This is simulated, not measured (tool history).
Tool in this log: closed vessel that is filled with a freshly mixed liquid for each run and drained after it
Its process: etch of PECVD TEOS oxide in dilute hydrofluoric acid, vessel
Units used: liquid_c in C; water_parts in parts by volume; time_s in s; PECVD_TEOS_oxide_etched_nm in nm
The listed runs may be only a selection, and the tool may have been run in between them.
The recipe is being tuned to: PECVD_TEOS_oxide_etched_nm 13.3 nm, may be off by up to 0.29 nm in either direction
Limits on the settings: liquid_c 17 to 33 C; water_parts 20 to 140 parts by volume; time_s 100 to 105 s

run  hour  liquid_c  water_parts  time_s  PECVD_TEOS_oxide_etched_nm
  1     0        25           75     100                      18.066
  2   7.9        25           55     100                      25.158
  3  15.9        24           55     100                      24.238
  4  17.6        24           55     105                      25.481
  5  21.1      27.5           55     105                      29.286
  6  29.7      27.5           55     105                      29.383
  7  33.9      26.5           60     105                      25.856
  8    41      25.5           60     105                      24.729
  9  42.3      24.5           60     105                      23.581
 10  43.9      23.5           60     105                      22.694
 11  52.2        23           60     105                      22.133
 12  54.1      22.5           60     105                      21.697
 13  59.3        22           60     105                      21.367
 14  61.1      21.5           60     105                      20.724

Below are 5 possible settings for the next run. Only one of them brings all results inside the allowed miss of their targets. Which is it?
  A  62.9        23           50     105                           ?
  B  62.9        20           40     105                           ?
  C  62.9      19.5           80     100                           ?
  D  62.9        18           25     100                           ?
  E  62.9      23.5           50     105                           ?

move  PECVD_TEOS_oxide_etched_nm
   A                      26.704
   B                      29.788
   C                      13.249
   D                      42.361
   E                      27.263
A: the biggest miss grows against the last run
B: the biggest miss grows against the last run
C: all results in spec
D: the biggest miss grows against the last run
E: the biggest miss grows against the last run
C is the move that brings every result within its allowed miss.
